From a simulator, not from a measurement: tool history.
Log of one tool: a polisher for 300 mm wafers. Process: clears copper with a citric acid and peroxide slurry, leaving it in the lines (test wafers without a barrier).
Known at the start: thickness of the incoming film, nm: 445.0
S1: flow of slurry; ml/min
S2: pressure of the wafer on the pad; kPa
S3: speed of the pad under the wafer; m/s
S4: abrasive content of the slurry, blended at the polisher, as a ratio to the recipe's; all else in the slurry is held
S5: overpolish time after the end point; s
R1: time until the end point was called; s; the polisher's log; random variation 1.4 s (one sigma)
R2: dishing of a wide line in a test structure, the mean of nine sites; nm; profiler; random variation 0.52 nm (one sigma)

run,hour,S1,S2,S3,S4,S5,R1,R2
1,0.0,210,26.2,1.20,1.0,17,111.57,36.543
2,1.1,210,26.2,1.22,1.0,14,112.55,30.650
3,3.3,210,26.9,1.22,1.0,12,110.42,27.341
4,11.2,210,27.6,1.22,1.0,11,106.43,26.434
5,12.3,210,27.6,0.98,1.0,11,133.32,21.982
6,14.4,210,29.6,0.98,1.0,10,125.40,20.512

The next listed run, before its measurement:
7,18.4,210,31.0,0.98,1.0,10,?,?

{"run 7": {"R1": 122.35, "R2": 20.952}}

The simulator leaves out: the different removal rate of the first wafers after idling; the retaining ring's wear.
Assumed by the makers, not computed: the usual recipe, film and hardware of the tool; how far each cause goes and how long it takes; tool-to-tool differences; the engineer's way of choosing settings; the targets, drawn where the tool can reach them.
